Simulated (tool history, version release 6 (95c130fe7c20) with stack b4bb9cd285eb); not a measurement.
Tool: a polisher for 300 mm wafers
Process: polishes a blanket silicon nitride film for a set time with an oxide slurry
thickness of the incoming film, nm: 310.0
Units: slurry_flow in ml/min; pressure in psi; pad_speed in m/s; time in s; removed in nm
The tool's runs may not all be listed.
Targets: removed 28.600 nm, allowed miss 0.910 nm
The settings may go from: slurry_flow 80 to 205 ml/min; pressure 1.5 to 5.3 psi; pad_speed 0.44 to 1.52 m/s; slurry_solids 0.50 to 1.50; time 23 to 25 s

run,hour,slurry_flow,pressure,pad_speed,slurry_solids,time,removed
1,0.0,135,3.4,0.98,1.00,25,16.213
2,8.6,135,3.4,0.98,1.10,25,16.761
3,16.1,135,3.4,0.98,1.10,23,15.337
4,18.6,140,3.8,0.98,1.10,23,17.170
5,20.4,140,3.8,0.82,1.10,23,15.167
6,27.1,140,3.2,0.82,1.10,23,13.042
7,32.5,145,3.6,0.88,1.10,23,15.336
8,41.5,165,4.6,1.06,1.10,23,21.895
9,49.7,165,4.7,1.08,1.10,23,22.739
10,52.1,165,4.8,1.10,1.10,23,23.506
11,60.6,165,4.9,1.12,1.10,23,24.066
12,65.7,165,5.0,1.14,1.10,23,24.986
13,70.2,165,5.1,1.16,1.10,23,25.827
14,76.2,180,5.3,1.20,1.10,23,27.445

4 next moves are on the table. One of them brings every result within its allowed miss. Which?
A,82.2,190,5.0,1.26,1.10,24,?
B,82.2,175,5.3,0.98,1.20,25,?
C,82.2,175,4.8,1.26,1.20,23,?
D,82.2,170,5.3,1.20,1.05,23,?

move,removed
A,28.612
B,27.442
C,26.761
D,27.402
A: meets every target
B: as far off as the last run
C: further off than the last run
D: as far off as the last run
The right move is A.
